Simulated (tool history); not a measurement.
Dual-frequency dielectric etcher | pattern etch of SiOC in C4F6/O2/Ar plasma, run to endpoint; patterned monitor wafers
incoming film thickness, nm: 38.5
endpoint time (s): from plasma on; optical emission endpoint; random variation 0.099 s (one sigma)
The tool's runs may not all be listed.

Run 1, hour 0.0: bias power (W) 536, source power (W) 280. Result: endpoint time (s) 13.243.
Run 2, hour 4.2: bias power (W) 536, source power (W) 320. Result: endpoint time (s) 12.640.
Run 3, hour 7.2: bias power (W) 492, source power (W) 300. Result: endpoint time (s) 13.419.
Run 4, hour 9.6: bias power (W) 492, source power (W) 320. Result: endpoint time (s) 13.149.
Run 5, hour 18.2: bias power (W) 456, source power (W) 310. Result: endpoint time (s) 13.621.
Run 6, hour 22.3: bias power (W) 427, source power (W) 300. Result: endpoint time (s) 13.915.
Run 7, hour 30.2: bias power (W) 404, source power (W) 290. Result: endpoint time (s) 14.417.
At hour 32.8: source power generator calibrated.
Run 8, hour 32.8: bias power (W) 386, source power (W) 280. Result: endpoint time (s) 14.825.
Run 9, hour 34.6: bias power (W) 373, source power (W) 280. Result: endpoint time (s) 15.145.

Forecast run 10:
Run 10, hour 41.0: bias power (W) 363, source power (W) 280. Result: endpoint time (s) ?.

endpoint time (s): 15.140
